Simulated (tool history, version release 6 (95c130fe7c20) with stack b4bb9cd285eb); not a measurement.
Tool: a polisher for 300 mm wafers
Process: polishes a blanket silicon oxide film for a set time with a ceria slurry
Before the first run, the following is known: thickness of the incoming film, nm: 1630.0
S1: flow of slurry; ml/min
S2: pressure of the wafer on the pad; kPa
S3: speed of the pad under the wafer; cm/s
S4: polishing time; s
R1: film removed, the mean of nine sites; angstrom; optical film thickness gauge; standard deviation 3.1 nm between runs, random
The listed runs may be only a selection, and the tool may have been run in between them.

| run | day | S1 | S2 | S3 | S4 | R1 |
|---|---|---|---|---|---|---|
| 1 | 0.000 | 235 | 21.4 | 88 | 46 | 1561.3 |
| 2 | 0.267 | 235 | 21.4 | 72 | 46 | 1301.1 |
| 3 | 0.575 | 235 | 21.4 | 72 | 46 | 1288.1 |
| 4 | 0.900 | 235 | 23.4 | 74 | 46 | 1449.3 |
| 5 | 1.200 | 235 | 23.4 | 62 | 46 | 1234.8 |
| 6 | 1.358 | 235 | 25.5 | 68 | 46 | 1465.4 |
| 7 | 1.725 | 235 | 26.9 | 72 | 46 | 1641.2 |

What will run 8 give?
| 8 | 1.758 | 235 | 28.3 | 76 | 46 | ? |

R1: 1811.1 angstrom

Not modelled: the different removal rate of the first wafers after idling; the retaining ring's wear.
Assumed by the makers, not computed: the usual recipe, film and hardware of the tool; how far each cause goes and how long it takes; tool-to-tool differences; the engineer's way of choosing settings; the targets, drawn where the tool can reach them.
